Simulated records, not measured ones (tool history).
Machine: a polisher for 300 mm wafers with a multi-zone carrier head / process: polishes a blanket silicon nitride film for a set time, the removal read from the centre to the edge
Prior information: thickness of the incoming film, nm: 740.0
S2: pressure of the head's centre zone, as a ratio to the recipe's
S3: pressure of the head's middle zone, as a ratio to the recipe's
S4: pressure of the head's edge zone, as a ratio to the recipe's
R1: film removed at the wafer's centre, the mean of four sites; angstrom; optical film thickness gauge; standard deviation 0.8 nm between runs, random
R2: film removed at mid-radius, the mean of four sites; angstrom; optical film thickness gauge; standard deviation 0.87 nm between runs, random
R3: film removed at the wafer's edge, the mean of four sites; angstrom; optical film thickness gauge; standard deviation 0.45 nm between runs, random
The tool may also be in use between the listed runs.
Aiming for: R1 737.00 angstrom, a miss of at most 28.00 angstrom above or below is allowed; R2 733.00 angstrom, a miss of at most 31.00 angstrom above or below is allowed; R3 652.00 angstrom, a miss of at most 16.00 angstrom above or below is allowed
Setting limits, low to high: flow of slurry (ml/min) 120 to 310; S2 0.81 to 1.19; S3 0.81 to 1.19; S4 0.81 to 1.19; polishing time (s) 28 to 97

Run 1, hour 0.0: flow of slurry (ml/min) 200, S2 1.00, S3 1.00, S4 1.00, polishing time (s) 62. Result: R1 843.65 angstrom, R2 852.70 angstrom, R3 858.15 angstrom.
Run 2, hour 4.0: flow of slurry (ml/min) 200, S2 1.00, S3 1.00, S4 1.00, polishing time (s) 71. Result: R1 952.74 angstrom, R2 983.73 angstrom, R3 989.30 angstrom.
Run 3, hour 8.0: flow of slurry (ml/min) 180, S2 1.00, S3 1.00, S4 1.00, polishing time (s) 71. Result: R1 919.95 angstrom, R2 946.66 angstrom, R3 986.74 angstrom.
Run 4, hour 11.2: flow of slurry (ml/min) 180, S2 1.00, S3 1.00, S4 1.08, polishing time (s) 71. Result: R1 916.15 angstrom, R2 952.23 angstrom, R3 1014.80 angstrom.
Run 5, hour 13.5: flow of slurry (ml/min) 180, S2 1.00, S3 0.95, S4 1.08, polishing time (s) 71. Result: R1 933.69 angstrom, R2 893.35 angstrom, R3 1010.60 angstrom.
Run 6, hour 15.6: flow of slurry (ml/min) 195, S2 1.00, S3 0.96, S4 1.05, polishing time (s) 66. Result: R1 893.97 angstrom, R2 883.83 angstrom, R3 929.06 angstrom.
Run 7, hour 17.0: flow of slurry (ml/min) 205, S2 1.00, S3 0.96, S4 1.02, polishing time (s) 62. Result: R1 836.91 angstrom, R2 818.08 angstrom, R3 877.07 angstrom.
Run 8, hour 26.0: flow of slurry (ml/min) 200, S2 1.02, S3 0.98, S4 0.99, polishing time (s) 59. Result: R1 810.20 angstrom, R2 790.22 angstrom, R3 816.86 angstrom.
Run 9, hour 34.4: flow of slurry (ml/min) 200, S2 1.03, S3 1.00, S4 0.96, polishing time (s) 57. Result: R1 801.91 angstrom, R2 794.46 angstrom, R3 780.14 angstrom.
Run 10, hour 35.3: flow of slurry (ml/min) 195, S2 1.04, S3 1.01, S4 0.94, polishing time (s) 56. Result: R1 768.03 angstrom, R2 782.42 angstrom, R3 762.29 angstrom.
Run 11, hour 35.9: flow of slurry (ml/min) 195, S2 1.06, S3 1.02, S4 0.92, polishing time (s) 55. Result: R1 786.76 angstrom, R2 755.54 angstrom, R3 743.11 angstrom.
Run 12, hour 38.4: flow of slurry (ml/min) 195, S2 1.07, S3 1.04, S4 0.90, polishing time (s) 54. Result: R1 779.67 angstrom, R2 782.09 angstrom, R3 719.99 angstrom.
Run 13, hour 43.5: flow of slurry (ml/min) 190, S2 1.08, S3 1.04, S4 0.88, polishing time (s) 54. Result: R1 776.32 angstrom, R2 748.58 angstrom, R3 701.07 angstrom.
Run 14, hour 49.8: flow of slurry (ml/min) 185, S2 1.08, S3 1.05, S4 0.87, polishing time (s) 54. Result: R1 786.52 angstrom, R2 763.59 angstrom, R3 703.25 angstrom.
Run 15, hour 58.8: flow of slurry (ml/min) 180, S2 1.08, S3 1.05, S4 0.86, polishing time (s) 54. Result: R1 756.12 angstrom, R2 762.92 angstrom, R3 692.73 angstrom.
Run 16, hour 65.0: flow of slurry (ml/min) 180, S2 1.08, S3 1.05, S4 0.86, polishing time (s) 54. Result: R1 770.05 angstrom, R2 767.69 angstrom, R3 694.30 angstrom.
Run 17, hour 69.9: flow of slurry (ml/min) 175, S2 1.08, S3 1.05, S4 0.85, polishing time (s) 54. Result: R1 772.14 angstrom, R2 759.71 angstrom, R3 686.53 angstrom.
Run 18, hour 76.2: flow of slurry (ml/min) 170, S2 1.08, S3 1.05, S4 0.84, polishing time (s) 54. Result: R1 751.12 angstrom, R2 758.53 angstrom, R3 691.33 angstrom.
Run 19, hour 84.9: flow of slurry (ml/min) 170, S2 1.09, S3 1.05, S4 0.83, polishing time (s) 54. Result: R1 757.40 angstrom, R2 747.53 angstrom, R3 670.96 angstrom.
Run 20, hour 86.5: flow of slurry (ml/min) 165, S2 1.09, S3 1.05, S4 0.83, polishing time (s) 54. Result: R1 750.71 angstrom, R2 744.46 angstrom, R3 677.60 angstrom.

Exactly one of the 5 candidate moves below puts every result within its allowed miss. Which one?
Run A, hour 88.1: flow of slurry (ml/min) 200, S2 1.12, S3 1.09, S4 0.85, polishing time (s) 54. Result: R1 ?, R2 ?, R3 ?.
Run B, hour 88.1: flow of slurry (ml/min) 145, S2 1.05, S3 1.03, S4 0.86, polishing time (s) 56. Result: R1 ?, R2 ?, R3 ?.
Run C, hour 88.1: flow of slurry (ml/min) 130, S2 0.96, S3 1.12, S4 0.85, polishing time (s) 57. Result: R1 ?, R2 ?, R3 ?.
Run D, hour 88.1: flow of slurry (ml/min) 205, S2 0.95, S3 1.12, S4 0.86, polishing time (s) 52. Result: R1 ?, R2 ?, R3 ?.
Run E, hour 88.1: flow of slurry (ml/min) 210, S2 1.07, S3 1.05, S4 0.81, polishing time (s) 51. Result: R1 ?, R2 ?, R3 ?.

move      R1      R2      R3
   A  803.99  780.50  696.63
   B  727.96  724.65  694.09
   C  656.63  771.10  688.56
   D  658.88  772.98  675.86
   E  731.14  719.68  648.86
A: the biggest miss grows against the last run
B: the biggest miss grows against the last run
C: the biggest miss grows against the last run
D: the biggest miss grows against the last run
E: hits every target within its allowed miss
Answer: E
